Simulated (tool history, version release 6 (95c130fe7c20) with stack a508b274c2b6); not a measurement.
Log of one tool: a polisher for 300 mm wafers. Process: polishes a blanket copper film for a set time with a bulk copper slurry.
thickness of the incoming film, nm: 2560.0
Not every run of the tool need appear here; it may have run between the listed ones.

run,hour,flow of slurry (ml/min),pressure of the wafer on the pad (psi),speed of the pad under the wafer (cm/s),abrasive content of the slurry,polishing time (s),film removed (angstrom)
1,0,285,3.4,94,1,41,4658.2
2,8.8,285,3.4,106,1,41,5161.9
3,14.8,285,2.9,104,1,41,4445.7
4,16.5,285,2.9,104,1,41,4502.6
5,24.8,285,2.6,100,1,41,3933.1
6,32.1,285,2.6,100,1.15,41,4090.8
7,40.2,285,2.3,98,1.15,41,3547.7
8,41,285,2.3,98,1.15,41,3608.9
9,48.7,285,2.1,98,1.15,41,3403.8
10,55.8,285,1.5,96,1.15,41,2458.6

Estimate the outcome of run 11 from the log above:
11,61.9,285,1.6,96,1.15,41,?

For run 11 the tool returned film removed (angstrom) 2665.9.
